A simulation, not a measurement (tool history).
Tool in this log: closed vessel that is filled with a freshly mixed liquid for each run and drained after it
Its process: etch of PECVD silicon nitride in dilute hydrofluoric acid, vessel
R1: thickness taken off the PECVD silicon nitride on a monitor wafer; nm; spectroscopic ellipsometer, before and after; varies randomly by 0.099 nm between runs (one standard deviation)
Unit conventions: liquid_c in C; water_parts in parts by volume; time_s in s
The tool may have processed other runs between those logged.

Run 1, hour 0.0: liquid_c 22.0 C, water_parts 145 parts by volume, time_s 2960 s. Result: R1 33.581 nm.
Run 2, hour 4.1: liquid_c 20.0 C, water_parts 145 parts by volume, time_s 2960 s. Result: R1 29.383 nm.
Run 3, hour 8.4: liquid_c 20.0 C, water_parts 110 parts by volume, time_s 2960 s. Result: R1 38.277 nm.
Run 4, hour 12.7: liquid_c 19.5 C, water_parts 120 parts by volume, time_s 2960 s. Result: R1 34.005 nm.
Run 5, hour 14.4: liquid_c 17.0 C, water_parts 120 parts by volume, time_s 2960 s. Result: R1 28.668 nm.
Run 6, hour 18.4: liquid_c 17.0 C, water_parts 120 parts by volume, time_s 3165 s. Result: R1 30.357 nm.
Run 7, hour 24.4: liquid_c 17.0 C, water_parts 125 parts by volume, time_s 3165 s. Result: R1 29.559 nm.

Predict the results of run 8:
Run 8, hour 30.2: liquid_c 17.0 C, water_parts 130 parts by volume, time_s 3165 s. Result: R1 ?.

R1: 28.304 nm

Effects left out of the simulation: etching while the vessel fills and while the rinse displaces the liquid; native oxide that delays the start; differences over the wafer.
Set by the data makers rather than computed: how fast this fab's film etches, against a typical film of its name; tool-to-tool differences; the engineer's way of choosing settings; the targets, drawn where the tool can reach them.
